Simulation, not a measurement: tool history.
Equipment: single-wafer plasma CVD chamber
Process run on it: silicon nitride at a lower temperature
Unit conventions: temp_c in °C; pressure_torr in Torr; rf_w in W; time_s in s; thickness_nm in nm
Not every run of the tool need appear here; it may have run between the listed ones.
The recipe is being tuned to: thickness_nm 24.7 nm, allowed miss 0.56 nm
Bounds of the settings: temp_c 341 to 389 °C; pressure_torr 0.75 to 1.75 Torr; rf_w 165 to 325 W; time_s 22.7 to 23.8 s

run 1 hour=0 | temp_c=365 pressure_torr=1.25 rf_w=245 time_s=23.8 | thickness_nm=20.877
run 2 hour=5.1 | temp_c=355 pressure_torr=1.25 rf_w=245 time_s=23.8 | thickness_nm=20.918
run 3 hour=9.7 | temp_c=355 pressure_torr=1.32 rf_w=250 time_s=23.8 | thickness_nm=21.635
run 4 hour=15.2 | temp_c=355 pressure_torr=1.38 rf_w=255 time_s=23.8 | thickness_nm=22.289
run 5 hour=23.8 | temp_c=355 pressure_torr=1.38 rf_w=255 time_s=22.7 | thickness_nm=21.379
run 6 hour=29.6 | temp_c=355 pressure_torr=1.43 rf_w=260 time_s=22.7 | thickness_nm=21.822
run 7 hour=33.5 | temp_c=355 pressure_torr=1.47 rf_w=265 time_s=22.7 | thickness_nm=22.279
-- hour=42.3 RF generator calibrated
run 8 hour=42.3 | temp_c=355 pressure_torr=1.5 rf_w=270 time_s=22.7 | thickness_nm=23.208

Exercise: of the 4 proposed moves below, exactly one satisfies all targets within the stated allowed misses. Which move is it?
run A hour=51.1 | temp_c=372 pressure_torr=1.6 rf_w=320 time_s=23.2 | thickness_nm=?
run B hour=51.1 | temp_c=345 pressure_torr=1.75 rf_w=215 time_s=23.5 | thickness_nm=?
run C hour=51.1 | temp_c=356 pressure_torr=1.75 rf_w=280 time_s=23.8 | thickness_nm=?
run D hour=51.1 | temp_c=352 pressure_torr=1.65 rf_w=275 time_s=23.2 | thickness_nm=?

move=A thickness_nm=26.472
move=B thickness_nm=22.324
move=C thickness_nm=26.127
move=D thickness_nm=24.777
A: takes the result that was furthest off past its target
B: further off than the last run
C: takes the result that was furthest off past its target
D: in spec on every target
So the answer is move D, the one that meets all the targets.

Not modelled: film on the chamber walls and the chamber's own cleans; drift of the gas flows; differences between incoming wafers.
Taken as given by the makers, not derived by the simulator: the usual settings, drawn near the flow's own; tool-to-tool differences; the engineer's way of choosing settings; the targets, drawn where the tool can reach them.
